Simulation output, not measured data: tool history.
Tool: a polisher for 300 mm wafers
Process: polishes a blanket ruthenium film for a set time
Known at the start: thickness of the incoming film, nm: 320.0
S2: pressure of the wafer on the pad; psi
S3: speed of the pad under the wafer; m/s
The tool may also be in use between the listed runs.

{"run": 1, "hour": 0.0, "flow of slurry (ml/min)": 145, "S2": 1.4, "S3": 0.88, "polishing time (s)": 52, "film removed (Å)": 294.43}
{"run": 2, "hour": 5.8, "flow of slurry (ml/min)": 145, "S2": 1.4, "S3": 0.88, "polishing time (s)": 54, "film removed (Å)": 309.06}
{"run": 3, "hour": 13.8, "flow of slurry (ml/min)": 150, "S2": 1.5, "S3": 0.88, "polishing time (s)": 54, "film removed (Å)": 325.35}
{"run": 4, "hour": 14.5, "flow of slurry (ml/min)": 150, "S2": 1.5, "S3": 0.7, "polishing time (s)": 54, "film removed (Å)": 280.57}
{"run": 5, "hour": 15.7, "flow of slurry (ml/min)": 150, "S2": 1.7, "S3": 0.7, "polishing time (s)": 54, "film removed (Å)": 310.99}
{"run": 6, "hour": 18.1, "flow of slurry (ml/min)": 150, "S2": 1.5, "S3": 0.7, "polishing time (s)": 54, "film removed (Å)": 281.4}
{"run": 7, "hour": 18.6, "flow of slurry (ml/min)": 155, "S2": 1.6, "S3": 0.7, "polishing time (s)": 54, "film removed (Å)": 296.72}

The next listed run, before its measurement:
{"run": 8, "hour": 22.4, "flow of slurry (ml/min)": 155, "S2": 1.7, "S3": 0.7, "polishing time (s)": 54, "film removed (Å)": "?"}

Run 8 gave film removed (Å) 312.63.
